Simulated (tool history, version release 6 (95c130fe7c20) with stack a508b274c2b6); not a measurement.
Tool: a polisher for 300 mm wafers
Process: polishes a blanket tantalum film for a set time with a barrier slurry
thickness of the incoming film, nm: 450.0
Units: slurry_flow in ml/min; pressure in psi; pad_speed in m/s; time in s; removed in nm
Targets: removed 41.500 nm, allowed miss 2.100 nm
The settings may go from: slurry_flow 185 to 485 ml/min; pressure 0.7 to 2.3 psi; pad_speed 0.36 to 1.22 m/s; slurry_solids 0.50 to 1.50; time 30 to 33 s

{"run": 1, "day": 0.0, "slurry_flow": 310, "pressure": 1.5, "pad_speed": 0.78, "slurry_solids": 1.0, "time": 33, "removed": 28.333}
{"run": 2, "day": 0.288, "slurry_flow": 265, "pressure": 1.5, "pad_speed": 0.78, "slurry_solids": 1.0, "time": 33, "removed": 26.525}
{"run": 3, "day": 0.608, "slurry_flow": 290, "pressure": 1.6, "pad_speed": 0.78, "slurry_solids": 1.0, "time": 33, "removed": 30.185}
{"run": 4, "day": 0.938, "slurry_flow": 290, "pressure": 1.6, "pad_speed": 0.9, "slurry_solids": 1.0, "time": 33, "removed": 34.02}
{"run": 5, "day": 1.029, "slurry_flow": 310, "pressure": 1.6, "pad_speed": 0.9, "slurry_solids": 1.0, "time": 33, "removed": 34.581}
{"run": 6, "day": 1.212, "slurry_flow": 270, "pressure": 1.6, "pad_speed": 0.9, "slurry_solids": 1.0, "time": 33, "removed": 34.371}
{"run": 7, "day": 1.254, "slurry_flow": 270, "pressure": 1.7, "pad_speed": 0.9, "slurry_solids": 1.0, "time": 33, "removed": 35.536}
{"run": 8, "day": 1.425, "slurry_flow": 285, "pressure": 1.7, "pad_speed": 0.9, "slurry_solids": 1.0, "time": 33, "removed": 35.547}
{"run": 9, "day": 1.517, "slurry_flow": 290, "pressure": 1.8, "pad_speed": 0.9, "slurry_solids": 1.0, "time": 33, "removed": 38.137}
{"run": 10, "day": 1.65, "slurry_flow": 295, "pressure": 1.8, "pad_speed": 0.9, "slurry_solids": 1.0, "time": 33, "removed": 38.674}
{"run": 11, "day": 1.8, "slurry_flow": 300, "pressure": 1.8, "pad_speed": 0.9, "slurry_solids": 1.0, "time": 33, "removed": 37.088}

5 next moves are on the table. One of them brings every result within its allowed miss. Which?
{"run": "A", "day": 1.95, "slurry_flow": 440, "pressure": 2.3, "pad_speed": 0.6, "slurry_solids": 1.05, "time": 33, "removed": "?"}
{"run": "B", "day": 1.95, "slurry_flow": 190, "pressure": 1.5, "pad_speed": 0.94, "slurry_solids": 1.2, "time": 33, "removed": "?"}
{"run": "C", "day": 1.95, "slurry_flow": 275, "pressure": 1.9, "pad_speed": 0.76, "slurry_solids": 1.0, "time": 31, "removed": "?"}
{"run": "D", "day": 1.95, "slurry_flow": 275, "pressure": 1.8, "pad_speed": 0.94, "slurry_solids": 0.8, "time": 30, "removed": "?"}
{"run": "E", "day": 1.95, "slurry_flow": 350, "pressure": 1.6, "pad_speed": 1.1, "slurry_solids": 0.9, "time": 33, "removed": "?"}

move=A removed=34.184
move=B removed=32.779
move=C removed=31.772
move=D removed=33.817
move=E removed=40.857
A: further off than the last run
B: further off than the last run
C: further off than the last run
D: further off than the last run
E: meets every target
Move E is the one to make.
